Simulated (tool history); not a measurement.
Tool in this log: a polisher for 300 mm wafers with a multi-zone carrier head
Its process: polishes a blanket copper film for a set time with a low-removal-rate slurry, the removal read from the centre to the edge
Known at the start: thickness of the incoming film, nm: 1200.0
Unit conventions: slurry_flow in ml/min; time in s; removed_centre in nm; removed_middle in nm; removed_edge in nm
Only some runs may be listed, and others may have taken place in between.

run	hour	slurry_flow	centre_zone	middle_zone	edge_zone	slurry_solids	time	removed_centre	removed_middle	removed_edge
1	0.0	185	1.00	1.00	1.00	1.00	34	129.490	123.550	129.11
2	1.9	185	1.00	1.00	0.96	1.00	34	127.880	125.990	127.01
3	9.6	180	0.97	1.01	0.93	0.90	32	113.140	115.650	112.77
4	10.9	180	0.97	1.01	0.93	0.70	32	107.560	106.560	107.25
5	13.7	150	0.97	1.01	0.93	0.70	32	100.240	105.710	102.81
6	18.9	150	0.97	0.96	0.93	0.70	32	101.740	98.548	103.64

What does the tool deliver on the next run?
7	26.1	140	0.94	0.98	0.91	0.65	32	?	?	?

Run 7 gave removed_centre 95.069 nm, removed_middle 96.835 nm, removed_edge 101.23 nm.
